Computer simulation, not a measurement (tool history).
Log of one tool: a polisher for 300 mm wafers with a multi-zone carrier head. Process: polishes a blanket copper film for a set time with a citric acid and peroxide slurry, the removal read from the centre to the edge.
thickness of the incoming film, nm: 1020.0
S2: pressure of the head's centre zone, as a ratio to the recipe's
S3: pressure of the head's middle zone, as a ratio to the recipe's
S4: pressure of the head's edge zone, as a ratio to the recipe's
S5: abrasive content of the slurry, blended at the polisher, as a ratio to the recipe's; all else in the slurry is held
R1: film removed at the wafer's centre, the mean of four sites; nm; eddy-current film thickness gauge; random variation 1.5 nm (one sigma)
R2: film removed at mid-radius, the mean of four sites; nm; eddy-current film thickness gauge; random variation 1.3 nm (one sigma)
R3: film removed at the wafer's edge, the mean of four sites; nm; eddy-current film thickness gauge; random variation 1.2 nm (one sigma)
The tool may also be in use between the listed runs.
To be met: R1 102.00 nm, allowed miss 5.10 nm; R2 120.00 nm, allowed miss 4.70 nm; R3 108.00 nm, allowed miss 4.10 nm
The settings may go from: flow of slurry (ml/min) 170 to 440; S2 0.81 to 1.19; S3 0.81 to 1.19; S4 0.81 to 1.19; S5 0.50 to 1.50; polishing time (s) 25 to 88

{"run": 1, "hour": 0.0, "flow of slurry (ml/min)": 280, "S2": 1.0, "S3": 1.0, "S4": 1.0, "S5": 1.0, "polishing time (s)": 56, "R1": 128.27, "R2": 125.02, "R3": 122.72}
{"run": 2, "hour": 3.5, "flow of slurry (ml/min)": 305, "S2": 1.0, "S3": 1.0, "S4": 1.0, "S5": 1.0, "polishing time (s)": 56, "R1": 131.37, "R2": 125.98, "R3": 122.91}
{"run": 3, "hour": 7.5, "flow of slurry (ml/min)": 305, "S2": 1.0, "S3": 1.0, "S4": 1.08, "S5": 1.0, "polishing time (s)": 56, "R1": 130.98, "R2": 124.68, "R3": 130.47}
{"run": 4, "hour": 11.3, "flow of slurry (ml/min)": 305, "S2": 1.0, "S3": 1.03, "S4": 1.08, "S5": 1.0, "polishing time (s)": 56, "R1": 131.76, "R2": 132.54, "R3": 127.86}
{"run": 5, "hour": 19.8, "flow of slurry (ml/min)": 305, "S2": 1.0, "S3": 1.03, "S4": 1.08, "S5": 1.0, "polishing time (s)": 47, "R1": 108.82, "R2": 107.33, "R3": 108.81}
{"run": 6, "hour": 26.0, "flow of slurry (ml/min)": 270, "S2": 1.0, "S3": 1.03, "S4": 1.08, "S5": 1.0, "polishing time (s)": 47, "R1": 108.67, "R2": 108.26, "R3": 106.31}
{"run": 7, "hour": 29.7, "flow of slurry (ml/min)": 270, "S2": 0.99, "S3": 1.04, "S4": 1.08, "S5": 1.0, "polishing time (s)": 47, "R1": 108.64, "R2": 106.68, "R3": 107.18}
{"run": 8, "hour": 38.4, "flow of slurry (ml/min)": 275, "S2": 0.98, "S3": 1.05, "S4": 1.08, "S5": 1.0, "polishing time (s)": 47, "R1": 106.09, "R2": 110.56, "R3": 105.21}
{"run": 9, "hour": 40.6, "flow of slurry (ml/min)": 275, "S2": 0.97, "S3": 1.05, "S4": 1.09, "S5": 1.0, "polishing time (s)": 47, "R1": 104.39, "R2": 109.44, "R3": 108.1}

4 next moves are on the table. One of them brings every result within its allowed miss. Which?
{"run": "A", "hour": 42.8, "flow of slurry (ml/min)": 305, "S2": 0.98, "S3": 1.06, "S4": 1.12, "S5": 1.0, "polishing time (s)": 46, "R1": "?", "R2": "?", "R3": "?"}
{"run": "B", "hour": 42.8, "flow of slurry (ml/min)": 330, "S2": 1.06, "S3": 1.08, "S4": 1.04, "S5": 1.0, "polishing time (s)": 45, "R1": "?", "R2": "?", "R3": "?"}
{"run": "C", "hour": 42.8, "flow of slurry (ml/min)": 245, "S2": 1.12, "S3": 1.1, "S4": 1.04, "S5": 1.15, "polishing time (s)": 44, "R1": "?", "R2": "?", "R3": "?"}
{"run": "D", "hour": 42.8, "flow of slurry (ml/min)": 270, "S2": 0.92, "S3": 1.14, "S4": 1.07, "S5": 0.8, "polishing time (s)": 51, "R1": "?", "R2": "?", "R3": "?"}

move=A R1=104.93 R2=109.35 R3=107.05
move=B R1=110.31 R2=109.52 R3=101.47
move=C R1=112.96 R2=109.28 R3=100.48
move=D R1=102.44 R2=119.61 R3=107.71
A: as far off as the last run
B: as far off as the last run
C: as far off as the last run
D: meets every target
Move D is the one to make.

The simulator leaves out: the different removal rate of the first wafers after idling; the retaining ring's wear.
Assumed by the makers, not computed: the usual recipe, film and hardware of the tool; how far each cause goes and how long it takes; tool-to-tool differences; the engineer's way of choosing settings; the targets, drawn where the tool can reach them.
